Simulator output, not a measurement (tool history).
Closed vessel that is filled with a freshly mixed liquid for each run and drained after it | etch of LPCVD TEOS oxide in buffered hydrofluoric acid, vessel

run,hour,temperature setpoint of the liquid (K),parts of 40 % ammonium fluoride to one part of 49 % hydrofluoric acid (parts by volume),time in the liquid (s),thickness taken off the LPCVD TEOS oxide on a monitor wafer (Å)
1,0.0,295.15,8,105,2497.6
2,6.7,296.65,8,105,2754.6
3,13.7,293.15,8,105,2251.2
4,15.3,293.15,8,105,2251.2
5,18.8,293.15,7,105,2609.6
6,24.2,294.65,7,105,2840.8

The next listed run, before its measurement:
7,25.1,295.65,7,105,?

thickness taken off the LPCVD TEOS oxide on a monitor wafer (Å): 2976.4

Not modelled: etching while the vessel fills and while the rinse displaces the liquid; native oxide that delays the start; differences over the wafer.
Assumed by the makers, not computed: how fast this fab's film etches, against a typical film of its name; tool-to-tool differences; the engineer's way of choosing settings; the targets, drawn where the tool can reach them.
